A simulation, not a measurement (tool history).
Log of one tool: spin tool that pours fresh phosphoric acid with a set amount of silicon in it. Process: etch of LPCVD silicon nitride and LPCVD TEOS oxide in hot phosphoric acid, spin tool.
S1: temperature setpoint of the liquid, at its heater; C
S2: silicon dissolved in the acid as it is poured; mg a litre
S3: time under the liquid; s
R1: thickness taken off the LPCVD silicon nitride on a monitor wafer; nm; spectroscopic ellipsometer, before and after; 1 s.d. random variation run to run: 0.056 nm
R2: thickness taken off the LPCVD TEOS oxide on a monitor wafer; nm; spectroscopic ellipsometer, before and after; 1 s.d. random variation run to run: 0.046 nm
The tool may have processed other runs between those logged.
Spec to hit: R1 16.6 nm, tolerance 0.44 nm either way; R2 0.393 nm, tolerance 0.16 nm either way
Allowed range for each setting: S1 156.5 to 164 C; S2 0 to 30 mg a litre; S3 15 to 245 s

run  hour     S1    S2   S3      R1       R2
  1     0    159    13  125  10.494  0.31393
  2   6.5  159.5  14.5  130  11.058  0.33783
  3   8.4    161  14.5  130  11.663  0.38365
  4    13    161  14.5  110  9.8006  0.29531
  5    21    161    16  115  10.297   0.3604
  6    23    161    16  155  13.878  0.42776
  7  31.4    161    17  160  14.383  0.51732
  8  38.5    161    15  160   14.34  0.57527
  9  39.3    161  16.5  160  14.254  0.46587
 10  42.8    161  17.5  165  14.843  0.41532
 11  49.7    161    18  165   14.81  0.37337
 12    58    161  18.5  165  14.796  0.43356
 13  60.8    161    19  165  14.764  0.42879
 14  67.8    161  19.5  165  14.812  0.34208
 15  75.7    162    21  170  15.694   0.4834
 16  80.9    162  21.5  170  15.741  0.45699
 17  81.8    162    22  170  15.624  0.40883
 18  87.2    162  22.5  170  15.783  0.41791
 19  95.3    162    23  170  15.683  0.41877
 20  98.7    162  23.5  170  15.799   0.4656

Which of these 4 next moves meets every target?
  A  102.1  160.5  28.5  165   ?   ?
  B  102.1    164    14  160   ?   ?
  C  102.1  158.5    28  190   ?   ?
  D  102.1  158.5  21.5  200   ?   ?

move      R1       R2
   A  14.449  0.23905
   B  15.739  0.46358
   C  15.554  0.24174
   D  16.373  0.31573
A: lands further from the targets than the last run did
B: lands further from the targets than the last run did
C: lands further from the targets than the last run did
D: hits every target within its allowed miss
So the answer is move D, the one that meets all the targets.
